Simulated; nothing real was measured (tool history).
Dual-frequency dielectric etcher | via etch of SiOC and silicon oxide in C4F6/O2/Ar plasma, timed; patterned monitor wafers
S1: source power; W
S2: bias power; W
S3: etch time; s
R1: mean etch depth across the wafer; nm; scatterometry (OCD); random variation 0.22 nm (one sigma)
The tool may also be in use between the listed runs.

{"run": 1, "hour": 0.0, "S1": 450, "S2": 207, "S3": 89, "R1": 103.02}
{"run": 2, "hour": 3.0, "S1": 410, "S2": 188, "S3": 89, "R1": 91.562}
{"run": 3, "hour": 7.7, "S1": 450, "S2": 188, "S3": 89, "R1": 97.263}
{"run": 4, "hour": 9.9, "S1": 450, "S2": 175, "S3": 89, "R1": 93.48}
{"run": 5, "hour": 14.7, "S1": 450, "S2": 175, "S3": 92.5, "R1": 97.891}
{"run": 6, "hour": 20.0, "S1": 450, "S2": 211, "S3": 92.5, "R1": 107.36}
{"run": 7, "hour": 24.5, "S1": 360, "S2": 169, "S3": 89, "R1": 79.271}
{"run": 8, "hour": 29.2, "S1": 350, "S2": 168, "S3": 89, "R1": 77.069}

Run 9 comes next. What will it give?
{"hour": 33.0, "done": "bias power generator calibrated"}
{"run": 9, "hour": 33.0, "S1": 340, "S2": 168, "S3": 89, "R1": "?"}

Run 9 gave R1 77.03 nm.
